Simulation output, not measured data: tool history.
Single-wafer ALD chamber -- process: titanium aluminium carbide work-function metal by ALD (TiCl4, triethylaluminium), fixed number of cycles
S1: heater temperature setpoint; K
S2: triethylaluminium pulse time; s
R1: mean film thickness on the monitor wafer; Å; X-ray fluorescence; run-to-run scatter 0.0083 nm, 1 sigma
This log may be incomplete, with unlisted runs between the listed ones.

run,hour,S1,S2,R1
1,0.0,558.15,11.88,18.006
2,4.2,558.15,13.45,17.972
3,8.9,563.15,13.60,18.415
4,10.5,563.15,14.93,18.610
5,14.2,563.15,13.70,18.483
6,18.9,568.15,13.70,19.122
7,24.8,569.15,13.74,19.116
8,31.9,570.15,13.82,19.229

Estimate the outcome of run 9 from the log above:
9,39.5,571.15,13.88,?

{"run 9": {"R1": 19.178}}

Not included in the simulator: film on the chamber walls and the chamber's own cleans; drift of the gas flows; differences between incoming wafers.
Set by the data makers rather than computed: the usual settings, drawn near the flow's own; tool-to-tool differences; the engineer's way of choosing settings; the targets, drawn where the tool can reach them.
